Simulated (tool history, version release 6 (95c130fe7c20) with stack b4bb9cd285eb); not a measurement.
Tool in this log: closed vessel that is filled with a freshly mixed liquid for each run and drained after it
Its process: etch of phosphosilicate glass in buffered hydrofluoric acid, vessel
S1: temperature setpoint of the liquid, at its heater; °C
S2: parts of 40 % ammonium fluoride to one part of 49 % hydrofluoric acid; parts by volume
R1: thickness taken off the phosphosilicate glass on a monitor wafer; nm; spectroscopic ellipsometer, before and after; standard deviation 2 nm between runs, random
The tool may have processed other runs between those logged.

Run 1, hour 0.0: S1 21 °C, S2 13.5 parts by volume, time in the liquid (s) 105. Result: R1 364.83 nm.
Run 2, hour 2.3: S1 21 °C, S2 13.5 parts by volume, time in the liquid (s) 105. Result: R1 362.73 nm.
Run 3, hour 7.2: S1 21 °C, S2 13.5 parts by volume, time in the liquid (s) 115. Result: R1 397.79 nm.
Run 4, hour 13.5: S1 21 °C, S2 13.5 parts by volume, time in the liquid (s) 115. Result: R1 400.96 nm.
Run 5, hour 22.6: S1 20 °C, S2 14.0 parts by volume, time in the liquid (s) 115. Result: R1 364.96 nm.
Run 6, hour 31.8: S1 23 °C, S2 14.0 parts by volume, time in the liquid (s) 115. Result: R1 426.31 nm.

Forecast run 7:
Run 7, hour 32.9: S1 21 °C, S2 14.5 parts by volume, time in the liquid (s) 115. Result: R1 ?.

For run 7 the tool returned R1 369.55 nm.
